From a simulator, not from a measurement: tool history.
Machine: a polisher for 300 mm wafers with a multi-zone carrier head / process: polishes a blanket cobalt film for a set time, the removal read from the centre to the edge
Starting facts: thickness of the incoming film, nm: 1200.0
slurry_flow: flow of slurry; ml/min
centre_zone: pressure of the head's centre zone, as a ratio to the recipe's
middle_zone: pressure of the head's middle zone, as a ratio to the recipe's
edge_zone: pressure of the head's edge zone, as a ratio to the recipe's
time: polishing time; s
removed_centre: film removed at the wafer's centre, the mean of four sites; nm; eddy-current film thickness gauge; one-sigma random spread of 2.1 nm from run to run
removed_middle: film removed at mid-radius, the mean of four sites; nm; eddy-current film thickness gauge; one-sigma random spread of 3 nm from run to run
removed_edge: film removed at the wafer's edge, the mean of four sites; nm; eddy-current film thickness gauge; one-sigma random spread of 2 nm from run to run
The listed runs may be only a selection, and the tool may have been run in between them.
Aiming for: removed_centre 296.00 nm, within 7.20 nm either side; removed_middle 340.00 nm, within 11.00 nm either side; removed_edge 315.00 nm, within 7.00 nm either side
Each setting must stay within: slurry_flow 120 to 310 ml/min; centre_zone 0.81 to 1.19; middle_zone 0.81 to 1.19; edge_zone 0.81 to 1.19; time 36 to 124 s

{"run": 1, "hour": 0.0, "slurry_flow": 200, "centre_zone": 1.0, "middle_zone": 1.0, "edge_zone": 1.0, "time": 79, "removed_centre": 357.04, "removed_middle": 365.36, "removed_edge": 336.01}
{"run": 2, "hour": 7.3, "slurry_flow": 185, "centre_zone": 0.96, "middle_zone": 0.99, "edge_zone": 0.99, "time": 79, "removed_centre": 334.62, "removed_middle": 355.2, "removed_edge": 332.42}
{"run": 3, "hour": 12.6, "slurry_flow": 170, "centre_zone": 0.94, "middle_zone": 0.99, "edge_zone": 0.98, "time": 79, "removed_centre": 330.44, "removed_middle": 350.74, "removed_edge": 325.93}
{"run": 4, "hour": 17.8, "slurry_flow": 170, "centre_zone": 0.94, "middle_zone": 0.99, "edge_zone": 0.95, "time": 79, "removed_centre": 325.91, "removed_middle": 346.02, "removed_edge": 324.45}
{"run": 5, "hour": 22.4, "slurry_flow": 170, "centre_zone": 0.94, "middle_zone": 0.91, "edge_zone": 0.95, "time": 79, "removed_centre": 331.31, "removed_middle": 326.78, "removed_edge": 326.49}
{"run": 6, "hour": 23.1, "slurry_flow": 170, "centre_zone": 0.94, "middle_zone": 0.91, "edge_zone": 0.88, "time": 79, "removed_centre": 328.27, "removed_middle": 322.18, "removed_edge": 310.42}
{"run": 7, "hour": 30.4, "slurry_flow": 170, "centre_zone": 0.94, "middle_zone": 0.91, "edge_zone": 0.88, "time": 79, "removed_centre": 328.1, "removed_middle": 323.94, "removed_edge": 313.98}
{"run": 8, "hour": 33.2, "slurry_flow": 165, "centre_zone": 0.91, "middle_zone": 0.93, "edge_zone": 0.89, "time": 79, "removed_centre": 312.23, "removed_middle": 330.21, "removed_edge": 311.92}

4 next moves are on the table. One of them brings every result within its allowed miss. Which?
{"run": "A", "hour": 36.0, "slurry_flow": 130, "centre_zone": 0.93, "middle_zone": 0.89, "edge_zone": 0.92, "time": 81, "removed_centre": "?", "removed_middle": "?", "removed_edge": "?"}
{"run": "B", "hour": 36.0, "slurry_flow": 180, "centre_zone": 0.81, "middle_zone": 0.88, "edge_zone": 1.0, "time": 79, "removed_centre": "?", "removed_middle": "?", "removed_edge": "?"}
{"run": "C", "hour": 36.0, "slurry_flow": 185, "centre_zone": 0.87, "middle_zone": 1.0, "edge_zone": 0.96, "time": 76, "removed_centre": "?", "removed_middle": "?", "removed_edge": "?"}
{"run": "D", "hour": 36.0, "slurry_flow": 155, "centre_zone": 0.91, "middle_zone": 0.96, "edge_zone": 0.81, "time": 83, "removed_centre": "?", "removed_middle": "?", "removed_edge": "?"}

move=A removed_centre=313.83 removed_middle=306.05 removed_edge=312.92
move=B removed_centre=287.26 removed_middle=316.39 removed_edge=332.62
move=C removed_centre=298.81 removed_middle=340.16 removed_edge=314.60
move=D removed_centre=329.12 removed_middle=347.49 removed_edge=311.73
A: misses by more than the last run did
B: takes the biggest miss from the last run beyond its target
C: all results in spec
D: misses by more than the last run did
So the answer is move C, the one that meets all the targets.
